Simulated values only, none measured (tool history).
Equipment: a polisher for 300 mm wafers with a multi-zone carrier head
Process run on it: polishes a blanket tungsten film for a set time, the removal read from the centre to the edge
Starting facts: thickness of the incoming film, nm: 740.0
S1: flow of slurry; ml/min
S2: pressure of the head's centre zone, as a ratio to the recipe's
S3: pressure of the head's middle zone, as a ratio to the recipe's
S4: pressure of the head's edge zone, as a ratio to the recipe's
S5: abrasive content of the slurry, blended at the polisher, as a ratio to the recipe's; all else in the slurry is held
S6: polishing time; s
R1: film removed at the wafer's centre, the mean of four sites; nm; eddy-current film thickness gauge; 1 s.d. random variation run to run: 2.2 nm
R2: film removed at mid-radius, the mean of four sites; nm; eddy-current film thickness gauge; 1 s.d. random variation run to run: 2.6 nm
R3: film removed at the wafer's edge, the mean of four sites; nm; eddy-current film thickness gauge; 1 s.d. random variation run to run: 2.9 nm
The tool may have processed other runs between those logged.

run,hour,S1,S2,S3,S4,S5,S6,R1,R2,R3
1,0.0,285,1.00,1.00,1.00,1.00,65,218.87,213.30,215.54
2,5.2,320,1.00,1.00,1.00,1.00,65,218.85,215.76,217.99
3,10.8,320,1.00,1.00,1.00,1.00,52,174.20,172.21,176.07
4,18.8,325,1.04,1.05,1.00,1.15,55,203.26,199.28,192.38
5,27.0,325,1.04,1.05,1.00,1.35,55,212.63,210.82,203.09
6,29.5,330,1.07,1.09,1.01,1.40,56,226.43,225.81,208.45

Run 7 comes next. What will it give?
7,34.4,335,1.09,1.11,1.02,1.45,57,?,?,?

Run 7 measured R1 240.38 nm, R2 232.29 nm, R3 214.05 nm.
